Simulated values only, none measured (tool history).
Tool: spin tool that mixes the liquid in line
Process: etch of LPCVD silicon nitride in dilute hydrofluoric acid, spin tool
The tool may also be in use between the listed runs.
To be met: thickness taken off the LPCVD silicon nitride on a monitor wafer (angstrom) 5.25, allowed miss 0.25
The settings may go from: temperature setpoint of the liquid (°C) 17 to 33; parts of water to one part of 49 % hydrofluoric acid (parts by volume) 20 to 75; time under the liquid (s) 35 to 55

run  hour  temperature setpoint of the liquid (°C)  parts of water to one part of 49 % hydrofluoric acid (parts by volume)  time under the liquid (s)  thickness taken off the LPCVD silicon nitride on a monitor wafer (angstrom)
  1     0                                       25                                                                      45                         55                                                                       7.3149
  2   0.8                                     24.5                                                                      45                         55                                                                       7.2271
  3   1.7                                       24                                                                      45                         55                                                                       6.9238
  4   5.5                                     23.5                                                                      45                         55                                                                       6.6211
  5   7.4                                       23                                                                      45                         55                                                                       6.3621
  6  11.1                                       23                                                                      45                         35                                                                       4.1213
  7  18.1                                       24                                                                      45                         35                                                                       4.3053
  8  23.4                                     24.5                                                                      45                         35                                                                        4.502

4 next moves are on the table. One of them brings every result within its allowed miss. Which?
  A  28.7                                     21.5                                                                      35                         35                                                                            ?
  B  28.7                                     24.5                                                                      50                         55                                                                            ?
  C  28.7                                     23.5                                                                      35                         40                                                                            ?
  D  28.7                                     24.5                                                                      45                         40                                                                            ?

move  thickness taken off the LPCVD silicon nitride on a monitor wafer (angstrom)
   A                                                                       4.6997
   B                                                                       6.4113
   C                                                                       6.1636
   D                                                                       5.1683
A: nearer than the last run, and not there yet
B: takes the result that was furthest off past its target
C: takes the result that was furthest off past its target
D: meets every target
Move D is the one to make.
